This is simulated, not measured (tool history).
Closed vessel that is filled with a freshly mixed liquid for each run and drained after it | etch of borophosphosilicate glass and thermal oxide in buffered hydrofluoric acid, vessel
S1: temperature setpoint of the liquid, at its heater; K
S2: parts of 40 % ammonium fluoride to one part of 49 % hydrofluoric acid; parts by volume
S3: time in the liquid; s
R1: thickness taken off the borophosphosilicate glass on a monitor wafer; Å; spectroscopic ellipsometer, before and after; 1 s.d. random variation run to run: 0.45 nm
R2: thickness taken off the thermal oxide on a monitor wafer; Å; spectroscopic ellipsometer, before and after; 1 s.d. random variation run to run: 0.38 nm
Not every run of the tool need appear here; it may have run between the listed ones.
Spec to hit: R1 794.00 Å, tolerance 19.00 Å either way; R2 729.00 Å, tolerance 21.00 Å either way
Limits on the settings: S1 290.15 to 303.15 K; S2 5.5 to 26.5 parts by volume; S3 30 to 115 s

run    day      S1    S2  S3      R1      R2
  1  0.000  295.15  16.0  60  457.91  424.64
  2  0.296  294.15  16.0  60  437.27  400.84
  3  0.608  291.15  16.0  60  366.39  336.56
  4  0.679  291.15  14.0  60  420.46  385.03
  5  0.783  291.15  14.0  75  522.12  481.77
  6  0.971  291.15  14.0  85  591.88  543.01
  7  1.017  292.65  14.0  85  643.81  592.01
  8  1.150  293.65  14.0  85  685.95  623.82
  9  1.333  294.65  14.0  85  720.75  654.98
 10  1.408  295.15  14.0  85  738.39  682.50
 11  1.438  295.15  14.0  85  742.79  680.81
 12  1.783  295.65  14.0  85  760.08  700.66

Exactly one of the 4 candidate moves below puts every result within its allowed miss. Which one?
  A  2.129  299.65  16.5   80   ?   ?
  B  2.129  296.15  14.5   85   ?   ?
  C  2.129  296.65  13.5   75   ?   ?
  D  2.129  293.15  15.0  110   ?   ?

move      R1      R2
   A  754.06  701.84
   B  753.84  699.95
   C  733.36  680.90
   D  800.18  741.72
A: misses by more than the last run did
B: misses by more than the last run did
C: misses by more than the last run did
D: all results land within tolerance of their targets
Move D is the one to make.
